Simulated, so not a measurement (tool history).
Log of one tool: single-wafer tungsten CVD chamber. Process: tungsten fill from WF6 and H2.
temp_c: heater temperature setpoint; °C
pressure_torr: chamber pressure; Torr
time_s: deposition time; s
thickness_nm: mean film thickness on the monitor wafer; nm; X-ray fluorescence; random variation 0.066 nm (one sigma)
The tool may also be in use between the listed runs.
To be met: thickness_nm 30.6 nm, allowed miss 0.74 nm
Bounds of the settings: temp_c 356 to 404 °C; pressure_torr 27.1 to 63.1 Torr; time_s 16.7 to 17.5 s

run,hour,temp_c,pressure_torr,time_s,thickness_nm
1,0,380,45.1,17.5,39.593
2,3.6,378,45,17.5,37.838
3,10,376,44.9,17.5,36.079
4,12.7,376,44.9,17.5,36.062
5,18.9,376,44.9,16.7,34.545
6,26.4,375,44.9,16.7,33.664
7,33.1,374,44.9,16.7,32.864
8,39.4,373,44.9,16.7,32.081

Which of these 5 next moves meets every target?
A,45.7,376,43.8,16.7,?
B,45.7,373,46.6,16.7,?
C,45.7,377,40.1,16.7,?
D,45.7,372,50.4,17.4,?
E,45.7,374,38.5,16.7,?

move,thickness_nm
A,34.113
B,32.728
C,33.456
D,34.572
E,30.547
A: further off than the last run
B: further off than the last run
C: further off than the last run
D: further off than the last run
E: meets every target
The right move is E.

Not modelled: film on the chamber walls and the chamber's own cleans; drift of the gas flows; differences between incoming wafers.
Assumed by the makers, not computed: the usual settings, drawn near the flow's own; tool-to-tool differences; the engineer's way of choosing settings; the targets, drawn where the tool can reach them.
